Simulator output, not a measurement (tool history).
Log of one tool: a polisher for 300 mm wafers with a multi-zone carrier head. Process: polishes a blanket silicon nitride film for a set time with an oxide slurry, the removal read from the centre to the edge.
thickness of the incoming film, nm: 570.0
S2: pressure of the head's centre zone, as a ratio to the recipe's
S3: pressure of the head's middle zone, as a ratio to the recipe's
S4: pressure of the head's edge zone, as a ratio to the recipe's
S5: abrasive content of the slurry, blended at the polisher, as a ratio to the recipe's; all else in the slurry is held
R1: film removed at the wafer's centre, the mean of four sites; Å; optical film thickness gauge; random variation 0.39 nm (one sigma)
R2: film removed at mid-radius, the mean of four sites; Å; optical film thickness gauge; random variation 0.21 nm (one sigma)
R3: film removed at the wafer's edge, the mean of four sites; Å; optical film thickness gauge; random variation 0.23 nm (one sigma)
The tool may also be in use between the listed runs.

Run 1, hour 0.0: flow of slurry (ml/min) 205, S2 1.00, S3 1.00, S4 1.00, S5 1.00, polishing time (s) 32. Result: R1 262.69 Å, R2 259.90 Å, R3 260.27 Å.
Run 2, hour 2.0: flow of slurry (ml/min) 205, S2 1.00, S3 1.00, S4 1.00, S5 1.00, polishing time (s) 26. Result: R1 212.27 Å, R2 212.04 Å, R3 214.20 Å.
Run 3, hour 3.1: flow of slurry (ml/min) 205, S2 1.00, S3 1.00, S4 1.00, S5 1.00, polishing time (s) 29. Result: R1 229.77 Å, R2 236.33 Å, R3 239.00 Å.
Run 4, hour 5.6: flow of slurry (ml/min) 220, S2 1.03, S3 1.03, S4 1.04, S5 1.10, polishing time (s) 29. Result: R1 250.45 Å, R2 255.92 Å, R3 253.60 Å.
Run 5, hour 12.8: flow of slurry (ml/min) 200, S2 1.03, S3 1.03, S4 1.04, S5 1.10, polishing time (s) 29. Result: R1 248.54 Å, R2 248.52 Å, R3 249.07 Å.
Run 6, hour 17.7: flow of slurry (ml/min) 200, S2 1.03, S3 1.03, S4 1.08, S5 1.10, polishing time (s) 29. Result: R1 244.16 Å, R2 250.96 Å, R3 260.46 Å.
Run 7, hour 20.2: flow of slurry (ml/min) 255, S2 1.13, S3 1.13, S4 1.18, S5 1.30, polishing time (s) 29. Result: R1 295.88 Å, R2 292.05 Å, R3 290.29 Å.

Forecast run 8:
Run 8, hour 26.0: flow of slurry (ml/min) 260, S2 1.13, S3 1.14, S4 1.18, S5 1.35, polishing time (s) 29. Result: R1 ?, R2 ?, R3 ?.

R1: 305.75 Å
R2: 303.31 Å
R3: 301.71 Å

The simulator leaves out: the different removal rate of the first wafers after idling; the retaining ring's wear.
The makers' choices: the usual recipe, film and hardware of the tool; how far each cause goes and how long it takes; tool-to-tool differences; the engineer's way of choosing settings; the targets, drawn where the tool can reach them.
